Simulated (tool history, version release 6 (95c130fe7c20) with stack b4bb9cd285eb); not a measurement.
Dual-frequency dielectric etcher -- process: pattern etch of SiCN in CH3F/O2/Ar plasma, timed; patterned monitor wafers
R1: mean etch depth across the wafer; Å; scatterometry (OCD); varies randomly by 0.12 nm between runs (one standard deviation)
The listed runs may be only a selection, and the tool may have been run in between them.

run 1 hour=0.0 | source_power_(kW)=0.440 bias_power_(kW)=0.093 etch_time_(s)=49.0 | R1=221.39
run 2 hour=2.1 | source_power_(kW)=0.440 bias_power_(kW)=0.082 etch_time_(s)=49.0 | R1=202.36
run 3 hour=3.6 | source_power_(kW)=0.440 bias_power_(kW)=0.082 etch_time_(s)=45.5 | R1=188.95
run 4 hour=7.6 | source_power_(kW)=0.490 bias_power_(kW)=0.088 etch_time_(s)=45.5 | R1=202.40
run 5 hour=16.1 | source_power_(kW)=0.490 bias_power_(kW)=0.088 etch_time_(s)=45.5 | R1=202.31
run 6 hour=23.0 | source_power_(kW)=0.510 bias_power_(kW)=0.097 etch_time_(s)=45.5 | R1=217.94
run 7 hour=24.5 | source_power_(kW)=0.510 bias_power_(kW)=0.097 etch_time_(s)=45.5 | R1=216.47
run 8 hour=29.0 | source_power_(kW)=0.530 bias_power_(kW)=0.103 etch_time_(s)=45.5 | R1=227.59
run 9 hour=31.5 | source_power_(kW)=0.550 bias_power_(kW)=0.107 etch_time_(s)=45.5 | R1=234.12

Estimate the outcome of run 10 from the log above:
run 10 hour=36.3 | source_power_(kW)=0.560 bias_power_(kW)=0.110 etch_time_(s)=45.5 | R1=?

{"run 10": {"R1": 239.53}}
